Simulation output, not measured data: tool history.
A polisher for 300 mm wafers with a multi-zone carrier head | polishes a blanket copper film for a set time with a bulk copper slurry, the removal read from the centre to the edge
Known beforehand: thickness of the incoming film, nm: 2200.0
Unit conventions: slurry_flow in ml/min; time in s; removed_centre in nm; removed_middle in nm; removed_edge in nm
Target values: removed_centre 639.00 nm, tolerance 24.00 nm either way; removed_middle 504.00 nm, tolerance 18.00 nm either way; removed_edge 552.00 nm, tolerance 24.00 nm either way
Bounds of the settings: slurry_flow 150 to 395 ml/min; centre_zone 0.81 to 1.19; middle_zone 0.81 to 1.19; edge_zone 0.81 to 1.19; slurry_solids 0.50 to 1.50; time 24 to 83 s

run 1 day=0.000 | slurry_flow=250 centre_zone=1.00 middle_zone=1.00 edge_zone=1.00 slurry_solids=1.00 time=53 | removed_centre=621.40 removed_middle=643.47 removed_edge=619.92
run 2 day=0.133 | slurry_flow=245 centre_zone=1.02 middle_zone=0.96 edge_zone=0.98 slurry_solids=0.95 time=53 | removed_centre=633.64 removed_middle=615.28 removed_edge=616.29
run 3 day=0.442 | slurry_flow=245 centre_zone=1.04 middle_zone=0.94 edge_zone=0.96 slurry_solids=0.90 time=53 | removed_centre=635.78 removed_middle=591.16 removed_edge=596.63
run 4 day=0.533 | slurry_flow=245 centre_zone=1.04 middle_zone=0.94 edge_zone=0.96 slurry_solids=0.90 time=46 | removed_centre=549.72 removed_middle=513.46 removed_edge=524.70
run 5 day=0.883 | slurry_flow=245 centre_zone=1.04 middle_zone=0.94 edge_zone=0.88 slurry_solids=0.90 time=46 | removed_centre=549.20 removed_middle=515.66 removed_edge=488.66
run 6 day=0.938 | slurry_flow=255 centre_zone=1.06 middle_zone=0.93 edge_zone=0.90 slurry_solids=0.90 time=46 | removed_centre=572.97 removed_middle=519.63 removed_edge=504.62
run 7 day=1.133 | slurry_flow=260 centre_zone=1.07 middle_zone=0.91 edge_zone=0.91 slurry_solids=0.90 time=46 | removed_centre=569.17 removed_middle=506.08 removed_edge=510.89
run 8 day=1.300 | slurry_flow=265 centre_zone=1.09 middle_zone=0.90 edge_zone=0.92 slurry_solids=0.90 time=46 | removed_centre=587.34 removed_middle=493.33 removed_edge=521.65
run 9 day=1.354 | slurry_flow=270 centre_zone=1.10 middle_zone=0.90 edge_zone=0.93 slurry_solids=0.90 time=46 | removed_centre=591.34 removed_middle=509.84 removed_edge=528.47
run 10 day=1.704 | slurry_flow=275 centre_zone=1.11 middle_zone=0.89 edge_zone=0.93 slurry_solids=0.90 time=46 | removed_centre=600.00 removed_middle=501.99 removed_edge=514.70
run 11 day=2.029 | slurry_flow=275 centre_zone=1.12 middle_zone=0.88 edge_zone=0.94 slurry_solids=0.90 time=46 | removed_centre=604.49 removed_middle=496.95 removed_edge=522.04
run 12 day=2.258 | slurry_flow=280 centre_zone=1.13 middle_zone=0.88 edge_zone=0.95 slurry_solids=0.90 time=46 | removed_centre=610.20 removed_middle=505.31 removed_edge=519.94
run 13 day=2.408 | slurry_flow=280 centre_zone=1.13 middle_zone=0.87 edge_zone=0.96 slurry_solids=0.90 time=46 | removed_centre=594.96 removed_middle=485.89 removed_edge=539.20
run 14 day=2.692 | slurry_flow=285 centre_zone=1.14 middle_zone=0.87 edge_zone=0.96 slurry_solids=0.90 time=46 | removed_centre=608.12 removed_middle=497.56 removed_edge=519.60

Pick the move, out of 5, that brings all results within their allowed miss; only one does.
run A day=2.975 | slurry_flow=280 centre_zone=1.05 middle_zone=0.83 edge_zone=0.98 slurry_solids=1.05 time=45 | removed_centre=? removed_middle=? removed_edge=?
run B day=2.975 | slurry_flow=270 centre_zone=1.05 middle_zone=0.86 edge_zone=0.97 slurry_solids=0.85 time=48 | removed_centre=? removed_middle=? removed_edge=?
run C day=2.975 | slurry_flow=340 centre_zone=1.10 middle_zone=0.82 edge_zone=0.92 slurry_solids=0.65 time=52 | removed_centre=? removed_middle=? removed_edge=?
run D day=2.975 | slurry_flow=305 centre_zone=1.09 middle_zone=0.84 edge_zone=0.98 slurry_solids=0.85 time=47 | removed_centre=? removed_middle=? removed_edge=?
run E day=2.975 | slurry_flow=290 centre_zone=1.16 middle_zone=0.99 edge_zone=0.92 slurry_solids=1.05 time=41 | removed_centre=? removed_middle=? removed_edge=?

move=A removed_centre=577.59 removed_middle=473.76 removed_edge=520.25
move=B removed_centre=591.91 removed_middle=499.93 removed_edge=530.80
move=C removed_centre=656.53 removed_middle=507.91 removed_edge=544.94
move=D removed_centre=608.52 removed_middle=484.92 removed_edge=526.45
move=E removed_centre=584.33 removed_middle=500.94 removed_edge=460.15
A: moves away from the targets compared with the last run
B: the worst result of the last run now meets its target, but another is out of spec
C: every result lands within tolerance
D: gains on the last run, yet a result remains outside its allowed miss
E: moves away from the targets compared with the last run
So the answer is move C, the one that meets all the targets.
